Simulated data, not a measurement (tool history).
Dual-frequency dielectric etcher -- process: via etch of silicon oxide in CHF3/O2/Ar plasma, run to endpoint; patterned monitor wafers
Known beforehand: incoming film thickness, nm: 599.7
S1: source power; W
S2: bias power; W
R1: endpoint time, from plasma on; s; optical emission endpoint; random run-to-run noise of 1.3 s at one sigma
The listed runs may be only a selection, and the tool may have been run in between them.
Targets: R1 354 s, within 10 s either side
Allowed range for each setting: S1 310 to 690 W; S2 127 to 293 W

run  hour   S1   S2      R1
  1     0  500  210  293.25
  2   4.8  480  204   298.1
  3  12.7  480  240  285.47
  4    20  530  240  275.78
  5  27.7  500  229  285.67
  6  36.3  500  214  291.61
  7  39.9  480  206  300.17
  8  43.2  460  201  306.73
  9  50.9  440  197   314.2
 10  53.7  420  194  320.86
 11  55.4  410  192  324.08
 12  63.4  400  190  327.65
 13  66.5  390  188  333.88
 14  70.2  380  187  337.73

Which one of the following 4 next-run settings gets every result inside its allowed miss? There is exactly one.
  A  73.9  310  151   ?
  B  73.9  360  127   ?
  C  73.9  310  209   ?
  D  73.9  310  168   ?

move      R1
   A  386.47
   B  383.04
   C   350.8
   D  374.77
A: takes the biggest miss from the last run beyond its target
B: takes the biggest miss from the last run beyond its target
C: meets every target
D: takes the biggest miss from the last run beyond its target
So the answer is move C, the one that meets all the targets.

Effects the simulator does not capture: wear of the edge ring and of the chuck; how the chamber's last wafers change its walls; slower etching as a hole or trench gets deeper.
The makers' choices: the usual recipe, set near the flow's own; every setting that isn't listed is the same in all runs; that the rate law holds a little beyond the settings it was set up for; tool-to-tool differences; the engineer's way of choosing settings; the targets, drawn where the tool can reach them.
